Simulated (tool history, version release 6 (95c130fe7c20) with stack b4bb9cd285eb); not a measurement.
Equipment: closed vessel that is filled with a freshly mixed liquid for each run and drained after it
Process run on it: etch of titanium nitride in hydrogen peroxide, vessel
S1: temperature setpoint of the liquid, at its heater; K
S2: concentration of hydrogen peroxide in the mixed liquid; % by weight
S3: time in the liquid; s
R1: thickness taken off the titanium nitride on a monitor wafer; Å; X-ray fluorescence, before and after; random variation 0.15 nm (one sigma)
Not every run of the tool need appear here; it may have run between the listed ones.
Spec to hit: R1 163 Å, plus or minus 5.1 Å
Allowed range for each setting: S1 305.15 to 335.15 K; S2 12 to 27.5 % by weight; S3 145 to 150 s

Run 1, hour 0: S1 319.15 K, S2 18.5 % by weight, S3 145 s. Result: R1 99.549 Å.
Run 2, hour 9: S1 319.15 K, S2 15 % by weight, S3 145 s. Result: R1 92.22 Å.
Run 3, hour 17.5: S1 320.15 K, S2 15 % by weight, S3 145 s. Result: R1 101.92 Å.
Run 4, hour 25.3: S1 320.15 K, S2 15 % by weight, S3 150 s. Result: R1 102.13 Å.
Run 5, hour 30.7: S1 320.15 K, S2 13.5 % by weight, S3 150 s. Result: R1 101.05 Å.
Run 6, hour 33.4: S1 320.15 K, S2 15.5 % by weight, S3 150 s. Result: R1 104.09 Å.
Run 7, hour 40.9: S1 321.15 K, S2 15.5 % by weight, S3 150 s. Result: R1 113.38 Å.
Run 8, hour 45.8: S1 322.15 K, S2 15.5 % by weight, S3 150 s. Result: R1 123.18 Å.
Run 9, hour 55.1: S1 322.65 K, S2 15.5 % by weight, S3 150 s. Result: R1 126.01 Å.
Run 10, hour 60.9: S1 323.15 K, S2 15.5 % by weight, S3 150 s. Result: R1 128.9 Å.
Run 11, hour 69.8: S1 323.65 K, S2 15.5 % by weight, S3 150 s. Result: R1 134.94 Å.
Run 12, hour 73.5: S1 324.15 K, S2 15.5 % by weight, S3 150 s. Result: R1 139.87 Å.
Run 13, hour 79.1: S1 324.65 K, S2 15.5 % by weight, S3 150 s. Result: R1 144.59 Å.
Run 14, hour 83.2: S1 325.15 K, S2 15.5 % by weight, S3 150 s. Result: R1 150.13 Å.
Run 15, hour 88.4: S1 325.65 K, S2 15.5 % by weight, S3 150 s. Result: R1 154.81 Å.

4 next moves are on the table. One of them brings every result within its allowed miss. Which?
Run A, hour 93.6: S1 327.15 K, S2 17 % by weight, S3 150 s. Result: R1 ?.
Run B, hour 93.6: S1 328.65 K, S2 13 % by weight, S3 145 s. Result: R1 ?.
Run C, hour 93.6: S1 327.65 K, S2 15.5 % by weight, S3 150 s. Result: R1 ?.
Run D, hour 93.6: S1 326.65 K, S2 13 % by weight, S3 150 s. Result: R1 ?.

move      R1
   A  177.41
   B  180.02
   C  180.19
   D  161.82
A: the result that was furthest off in the last run now lies on the other side of its target
B: the result that was furthest off in the last run now lies on the other side of its target
C: the result that was furthest off in the last run now lies on the other side of its target
D: all results in spec
D meets every target.

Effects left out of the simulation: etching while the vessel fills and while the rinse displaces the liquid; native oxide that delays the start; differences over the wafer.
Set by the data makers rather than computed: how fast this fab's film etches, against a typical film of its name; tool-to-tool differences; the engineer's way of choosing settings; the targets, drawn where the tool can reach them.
